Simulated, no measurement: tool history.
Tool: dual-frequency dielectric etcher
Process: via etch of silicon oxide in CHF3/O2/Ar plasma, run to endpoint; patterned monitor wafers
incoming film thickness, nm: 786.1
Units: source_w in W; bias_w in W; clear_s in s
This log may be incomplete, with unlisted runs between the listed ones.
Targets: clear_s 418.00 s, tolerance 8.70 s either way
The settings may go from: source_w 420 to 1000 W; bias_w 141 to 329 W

Run 1, day 0.000: source_w 710 W, bias_w 235 W. Result: clear_s 329.58 s.
Run 2, day 0.288: source_w 820 W, bias_w 235 W. Result: clear_s 315.37 s.
Run 3, day 0.483: source_w 730 W, bias_w 235 W. Result: clear_s 325.50 s.
Run 4, day 0.571: source_w 770 W, bias_w 235 W. Result: clear_s 322.44 s.
Run 5, day 0.804: source_w 830 W, bias_w 235 W. Result: clear_s 309.94 s.
Run 6, day 1.075: source_w 950 W, bias_w 235 W. Result: clear_s 298.27 s.
Run 7, day 1.283: source_w 860 W, bias_w 217 W. Result: clear_s 310.93 s.
Run 8, day 1.604: source_w 770 W, bias_w 202 W. Result: clear_s 330.43 s.
Run 9, day 1.917: source_w 700 W, bias_w 190 W. Result: clear_s 350.31 s.
Run 10, day 2.071: source_w 650 W, bias_w 182 W. Result: clear_s 362.97 s.
Run 11, day 2.404: source_w 610 W, bias_w 176 W. Result: clear_s 373.98 s.

5 next moves are on the table. One of them brings every result within its allowed miss. Which?
Run A, day 2.738: source_w 600 W, bias_w 141 W. Result: clear_s ?.
Run B, day 2.738: source_w 550 W, bias_w 152 W. Result: clear_s ?.
Run C, day 2.738: source_w 560 W, bias_w 158 W. Result: clear_s ?.
Run D, day 2.738: source_w 440 W, bias_w 222 W. Result: clear_s ?.
Run E, day 2.738: source_w 500 W, bias_w 147 W. Result: clear_s ?.

move  clear_s
   A   394.21
   B   402.00
   C   396.12
   D   403.51
   E   420.00
A: moves toward the targets from the last run without getting all of them in spec
B: moves toward the targets from the last run without getting all of them in spec
C: moves toward the targets from the last run without getting all of them in spec
D: moves toward the targets from the last run without getting all of them in spec
E: meets every target
Move E is the one to make.

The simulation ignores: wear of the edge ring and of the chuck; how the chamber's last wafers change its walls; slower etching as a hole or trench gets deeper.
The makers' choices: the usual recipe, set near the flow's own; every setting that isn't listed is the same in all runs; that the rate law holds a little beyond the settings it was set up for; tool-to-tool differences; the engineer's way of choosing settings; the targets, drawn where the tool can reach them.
